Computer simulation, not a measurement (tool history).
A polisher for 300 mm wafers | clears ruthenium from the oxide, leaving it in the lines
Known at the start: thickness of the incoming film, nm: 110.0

run  hour  flow of slurry (ml/min)  pressure of the wafer on the pad (psi)  speed of the pad under the wafer (cm/s)  overpolish time after the end point (s)  time until the end point was called (s)
  1   0.0                      120                                     2.1                                      104                                       11                                   70.930
  2   7.6                       95                                     2.1                                      104                                       11                                   74.494
  3  10.9                       80                                     2.1                                      104                                       11                                   76.547
  4  13.1                       80                                     1.9                                      102                                       11                                   84.849
  5  16.3                       80                                     1.7                                      100                                       11                                   91.643
  6  22.4                       80                                     1.7                                      110                                       11                                   82.895
  7  24.0                       80                                     1.6                                      104                                       11                                   90.776
  8  28.4                       80                                     1.5                                      100                                       11                                   98.245
  9  29.0                       80                                     1.4                                       96                                       11                                  104.550
 10  32.7                       80                                     1.3                                       92                                       11                                  114.060
 11  37.1                       80                                     1.2                                       90                                       11                                  122.750
 12  41.6                       80                                     1.2                                       88                                       11                                  127.400

Run 13 comes next. What will it give?
 13  49.7                       80                                     1.1                                       86                                       11                                        ?

{"run 13": {"time until the end point was called (s)": 132.32}}
